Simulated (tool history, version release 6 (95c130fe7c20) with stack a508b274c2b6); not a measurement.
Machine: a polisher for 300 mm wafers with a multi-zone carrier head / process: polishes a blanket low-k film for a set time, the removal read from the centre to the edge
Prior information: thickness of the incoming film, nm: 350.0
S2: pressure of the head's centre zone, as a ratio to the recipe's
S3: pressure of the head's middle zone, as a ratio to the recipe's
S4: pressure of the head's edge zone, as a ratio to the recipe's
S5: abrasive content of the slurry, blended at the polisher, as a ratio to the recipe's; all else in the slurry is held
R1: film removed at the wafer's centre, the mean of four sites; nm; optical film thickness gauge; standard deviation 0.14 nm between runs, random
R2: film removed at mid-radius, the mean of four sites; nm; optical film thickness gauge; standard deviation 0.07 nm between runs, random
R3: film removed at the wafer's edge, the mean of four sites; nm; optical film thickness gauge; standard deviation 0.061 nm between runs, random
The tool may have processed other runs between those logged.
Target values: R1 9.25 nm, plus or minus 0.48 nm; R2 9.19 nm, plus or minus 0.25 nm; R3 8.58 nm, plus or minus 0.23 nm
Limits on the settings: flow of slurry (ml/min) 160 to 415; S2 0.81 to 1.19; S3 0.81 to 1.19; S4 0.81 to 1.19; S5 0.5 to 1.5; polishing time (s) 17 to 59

{"run": 1, "hour": 0.0, "flow of slurry (ml/min)": 265, "S2": 1, "S3": 1, "S4": 1, "S5": 1, "polishing time (s)": 38, "R1": 17.535, "R2": 17.133, "R3": 17.427}
{"run": 2, "hour": 1.4, "flow of slurry (ml/min)": 265, "S2": 0.97, "S3": 1, "S4": 1, "S5": 1, "polishing time (s)": 38, "R1": 16.936, "R2": 17.157, "R3": 17.328}
{"run": 3, "hour": 2.6, "flow of slurry (ml/min)": 265, "S2": 0.97, "S3": 1, "S4": 0.93, "S5": 1, "polishing time (s)": 38, "R1": 16.86, "R2": 17.311, "R3": 16.854}
{"run": 4, "hour": 7.7, "flow of slurry (ml/min)": 265, "S2": 0.97, "S3": 1, "S4": 0.9, "S5": 1, "polishing time (s)": 38, "R1": 16.93, "R2": 17.089, "R3": 16.693}
{"run": 5, "hour": 14.9, "flow of slurry (ml/min)": 305, "S2": 0.97, "S3": 1, "S4": 0.9, "S5": 1, "polishing time (s)": 38, "R1": 16.955, "R2": 17.666, "R3": 16.7}
{"run": 6, "hour": 19.3, "flow of slurry (ml/min)": 305, "S2": 0.97, "S3": 1, "S4": 0.9, "S5": 1.1, "polishing time (s)": 38, "R1": 17.675, "R2": 18.606, "R3": 17.603}
{"run": 7, "hour": 23.0, "flow of slurry (ml/min)": 325, "S2": 0.97, "S3": 0.99, "S4": 0.89, "S5": 0.9, "polishing time (s)": 33, "R1": 13.789, "R2": 14.23, "R3": 13.532}
{"run": 8, "hour": 30.6, "flow of slurry (ml/min)": 335, "S2": 0.97, "S3": 0.99, "S4": 0.87, "S5": 0.8, "polishing time (s)": 31, "R1": 12.399, "R2": 12.508, "R3": 11.896}
{"run": 9, "hour": 34.8, "flow of slurry (ml/min)": 340, "S2": 0.97, "S3": 0.99, "S4": 0.86, "S5": 0.7, "polishing time (s)": 30, "R1": 11.116, "R2": 11.097, "R3": 10.538}
{"run": 10, "hour": 35.8, "flow of slurry (ml/min)": 345, "S2": 0.97, "S3": 0.99, "S4": 0.85, "S5": 0.65, "polishing time (s)": 30, "R1": 10.43, "R2": 10.587, "R3": 9.9795}
{"run": 11, "hour": 37.6, "flow of slurry (ml/min)": 340, "S2": 0.97, "S3": 0.99, "S4": 0.84, "S5": 0.6, "polishing time (s)": 30, "R1": 9.7401, "R2": 10.011, "R3": 9.259}
{"run": 12, "hour": 43.7, "flow of slurry (ml/min)": 265, "S2": 0.99, "S3": 0.95, "S4": 0.81, "S5": 0.6, "polishing time (s)": 30, "R1": 9.8642, "R2": 9.3362, "R3": 8.9317}
{"run": 13, "hour": 51.2, "flow of slurry (ml/min)": 265, "S2": 0.99, "S3": 0.95, "S4": 0.81, "S5": 0.6, "polishing time (s)": 30, "R1": 9.437, "R2": 9.4284, "R3": 8.9318}
{"run": 14, "hour": 54.4, "flow of slurry (ml/min)": 255, "S2": 1, "S3": 0.95, "S4": 0.81, "S5": 0.6, "polishing time (s)": 30, "R1": 9.9137, "R2": 9.3281, "R3": 8.9339}
{"run": 15, "hour": 61.0, "flow of slurry (ml/min)": 250, "S2": 0.99, "S3": 0.96, "S4": 0.81, "S5": 0.6, "polishing time (s)": 30, "R1": 9.7968, "R2": 9.5109, "R3": 8.958}
{"run": 16, "hour": 62.0, "flow of slurry (ml/min)": 245, "S2": 0.99, "S3": 0.96, "S4": 0.81, "S5": 0.6, "polishing time (s)": 30, "R1": 9.6989, "R2": 9.4809, "R3": 8.9643}
{"run": 17, "hour": 68.2, "flow of slurry (ml/min)": 240, "S2": 0.99, "S3": 0.97, "S4": 0.81, "S5": 0.55, "polishing time (s)": 30, "R1": 9.201, "R2": 8.9108, "R3": 8.2971}
{"run": 18, "hour": 75.7, "flow of slurry (ml/min)": 250, "S2": 0.98, "S3": 0.97, "S4": 0.81, "S5": 0.55, "polishing time (s)": 30, "R1": 8.8158, "R2": 8.8321, "R3": 8.4245}

Consider the 4 candidate settings below. Which is the only one whose results all fall within their allowed miss of target?
{"run": "A", "hour": 83.2, "flow of slurry (ml/min)": 280, "S2": 0.96, "S3": 1.01, "S4": 0.81, "S5": 0.65, "polishing time (s)": 28, "R1": "?", "R2": "?", "R3": "?"}
{"run": "B", "hour": 83.2, "flow of slurry (ml/min)": 255, "S2": 0.95, "S3": 0.89, "S4": 0.85, "S5": 0.55, "polishing time (s)": 30, "R1": "?", "R2": "?", "R3": "?"}
{"run": "C", "hour": 83.2, "flow of slurry (ml/min)": 220, "S2": 1.03, "S3": 1.03, "S4": 0.87, "S5": 0.6, "polishing time (s)": 28, "R1": "?", "R2": "?", "R3": "?"}
{"run": "D", "hour": 83.2, "flow of slurry (ml/min)": 340, "S2": 1.02, "S3": 0.94, "S4": 0.88, "S5": 0.65, "polishing time (s)": 25, "R1": "?", "R2": "?", "R3": "?"}

move=A R1=9.2358 R2=9.8449 R3=8.8545
move=B R1=8.5143 R2=8.4014 R3=8.4742
move=C R1=9.0579 R2=9.1455 R3=8.4315
move=D R1=8.9412 R2=8.5019 R3=8.3249
A: the result that was furthest off in the last run now lies on the other side of its target
B: lands further from the targets than the last run did
C: in spec on every target
D: lands further from the targets than the last run did
Move C is the one to make.

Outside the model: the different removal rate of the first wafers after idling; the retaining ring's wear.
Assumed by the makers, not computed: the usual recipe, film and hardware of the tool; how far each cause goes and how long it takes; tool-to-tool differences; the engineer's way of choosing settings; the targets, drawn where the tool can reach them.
